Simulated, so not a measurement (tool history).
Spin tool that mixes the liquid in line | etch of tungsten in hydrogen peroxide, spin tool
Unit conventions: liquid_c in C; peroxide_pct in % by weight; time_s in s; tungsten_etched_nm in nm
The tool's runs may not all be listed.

run 1 hour=0.0 | liquid_c=48.0 peroxide_pct=18.5 time_s=15 | tungsten_etched_nm=35.464
run 2 hour=2.3 | liquid_c=45.5 peroxide_pct=18.5 time_s=15 | tungsten_etched_nm=29.978
run 3 hour=10.0 | liquid_c=43.5 peroxide_pct=18.5 time_s=15 | tungsten_etched_nm=26.882
run 4 hour=14.1 | liquid_c=42.0 peroxide_pct=18.5 time_s=15 | tungsten_etched_nm=23.901
run 5 hour=22.0 | liquid_c=42.0 peroxide_pct=18.5 time_s=15 | tungsten_etched_nm=23.998
run 6 hour=25.5 | liquid_c=42.0 peroxide_pct=21.0 time_s=15 | tungsten_etched_nm=25.774
run 7 hour=26.6 | liquid_c=42.0 peroxide_pct=21.0 time_s=15 | tungsten_etched_nm=25.632
run 8 hour=27.8 | liquid_c=41.0 peroxide_pct=21.0 time_s=15 | tungsten_etched_nm=23.958
run 9 hour=29.6 | liquid_c=40.0 peroxide_pct=21.0 time_s=15 | tungsten_etched_nm=22.625

Forecast run 10:
run 10 hour=37.8 | liquid_c=39.5 peroxide_pct=21.0 time_s=15 | tungsten_etched_nm=?

tungsten_etched_nm: 21.683 nm

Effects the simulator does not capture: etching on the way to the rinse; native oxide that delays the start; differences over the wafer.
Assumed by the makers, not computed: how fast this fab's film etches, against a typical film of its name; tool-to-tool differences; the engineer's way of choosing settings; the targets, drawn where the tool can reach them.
